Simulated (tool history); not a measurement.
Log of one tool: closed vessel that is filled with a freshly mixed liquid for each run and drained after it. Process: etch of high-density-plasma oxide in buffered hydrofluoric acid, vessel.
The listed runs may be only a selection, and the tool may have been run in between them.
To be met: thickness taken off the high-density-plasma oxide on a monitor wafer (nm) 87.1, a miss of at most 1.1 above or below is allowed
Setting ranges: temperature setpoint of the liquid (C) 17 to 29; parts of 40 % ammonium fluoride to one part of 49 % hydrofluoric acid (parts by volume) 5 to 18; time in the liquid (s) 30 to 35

| run | hour | temperature setpoint of the liquid (C) | parts of 40 % ammonium fluoride to one part of 49 % hydrofluoric acid (parts by volume) | time in the liquid (s) | thickness taken off the high-density-plasma oxide on a monitor wafer (nm) |
|---|---|---|---|---|---|
| 1 | 0 | 21 | 11 | 35 | 32.935 |
| 2 | 3.1 | 23.5 | 11 | 35 | 37.924 |
| 3 | 8.5 | 23.5 | 11 | 35 | 37.958 |
| 4 | 17.5 | 23.5 | 12.5 | 35 | 33.563 |
| 5 | 25.6 | 27 | 12.5 | 35 | 40.711 |
| 6 | 32.4 | 27 | 10.5 | 35 | 48.566 |
| 7 | 37.4 | 27.5 | 8.5 | 35 | 59.122 |
| 8 | 40.6 | 29 | 5 | 35 | 104.86 |
| 9 | 41.6 | 28 | 5 | 35 | 99.426 |

4 next moves are on the table. One of them brings every result within its allowed miss. Which?
| A | 42.6 | 28 | 5.5 | 35 | ? |
| B | 42.6 | 28 | 5 | 30 | ? |
| C | 42.6 | 25.5 | 5 | 35 | ? |
| D | 42.6 | 28 | 6 | 35 | ? |

| move | thickness taken off the high-density-plasma oxide on a monitor wafer (nm) |
|---|---|
| A | 91.838 |
| B | 85.307 |
| C | 87.092 |
| D | 85.321 |
A: closer than the last run, but not yet in spec
B: moves the result that the last run missed by most past its target, out the other side
C: all results land within tolerance of their targets
D: moves the result that the last run missed by most past its target, out the other side
The right move is C.
